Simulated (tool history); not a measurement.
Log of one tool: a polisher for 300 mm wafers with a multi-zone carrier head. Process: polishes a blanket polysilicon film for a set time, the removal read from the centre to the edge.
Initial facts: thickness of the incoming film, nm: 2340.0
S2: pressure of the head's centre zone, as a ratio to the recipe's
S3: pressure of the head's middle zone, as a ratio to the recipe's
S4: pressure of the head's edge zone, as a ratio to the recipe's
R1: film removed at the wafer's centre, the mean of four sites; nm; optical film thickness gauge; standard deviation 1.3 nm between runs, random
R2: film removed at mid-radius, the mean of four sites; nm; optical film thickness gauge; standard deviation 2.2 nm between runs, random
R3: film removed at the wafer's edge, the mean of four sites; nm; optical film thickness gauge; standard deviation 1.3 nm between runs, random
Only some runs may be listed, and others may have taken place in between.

{"run": 1, "hour": 0.0, "flow of slurry (ml/min)": 225, "S2": 1.0, "S3": 1.0, "S4": 1.0, "polishing time (s)": 38, "R1": 204.04, "R2": 201.46, "R3": 193.74}
{"run": 2, "hour": 4.4, "flow of slurry (ml/min)": 225, "S2": 1.06, "S3": 1.0, "S4": 1.0, "polishing time (s)": 38, "R1": 221.45, "R2": 197.33, "R3": 193.11}
{"run": 3, "hour": 9.0, "flow of slurry (ml/min)": 225, "S2": 1.0, "S3": 1.0, "S4": 1.0, "polishing time (s)": 38, "R1": 207.82, "R2": 199.53, "R3": 189.44}
{"run": 4, "hour": 10.5, "flow of slurry (ml/min)": 210, "S2": 0.95, "S3": 1.02, "S4": 1.03, "polishing time (s)": 36, "R1": 186.63, "R2": 194.45, "R3": 186.53}
{"run": 5, "hour": 16.4, "flow of slurry (ml/min)": 200, "S2": 0.91, "S3": 1.04, "S4": 1.02, "polishing time (s)": 34, "R1": 164.67, "R2": 181.93, "R3": 175.35}
{"run": 6, "hour": 17.4, "flow of slurry (ml/min)": 165, "S2": 0.91, "S3": 1.04, "S4": 1.02, "polishing time (s)": 34, "R1": 158.48, "R2": 180.09, "R3": 170.0}
{"run": 7, "hour": 25.4, "flow of slurry (ml/min)": 160, "S2": 0.89, "S3": 1.05, "S4": 0.99, "polishing time (s)": 33, "R1": 150.63, "R2": 176.58, "R3": 162.78}
{"run": 8, "hour": 29.1, "flow of slurry (ml/min)": 145, "S2": 0.81, "S3": 1.08, "S4": 0.95, "polishing time (s)": 30, "R1": 123.12, "R2": 161.49, "R3": 142.62}
{"hour": 32.5, "done": "centre zone pressure recalibrated"}
{"run": 9, "hour": 32.5, "flow of slurry (ml/min)": 155, "S2": 0.81, "S3": 1.09, "S4": 0.96, "polishing time (s)": 30, "R1": 115.81, "R2": 163.46, "R3": 143.45}
{"run": 10, "hour": 36.8, "flow of slurry (ml/min)": 155, "S2": 0.83, "S3": 1.09, "S4": 0.96, "polishing time (s)": 30, "R1": 117.66, "R2": 165.44, "R3": 140.8}
{"run": 11, "hour": 39.1, "flow of slurry (ml/min)": 160, "S2": 0.84, "S3": 1.09, "S4": 0.97, "polishing time (s)": 30, "R1": 122.72, "R2": 164.33, "R3": 143.96}

Run 12 has not been measured yet. What should we expect?
{"run": 12, "hour": 46.0, "flow of slurry (ml/min)": 165, "S2": 0.85, "S3": 1.09, "S4": 0.98, "polishing time (s)": 30, "R1": "?", "R2": "?", "R3": "?"}

{"run 12": {"R1": 121.68, "R2": 165.51, "R3": 145.84}}
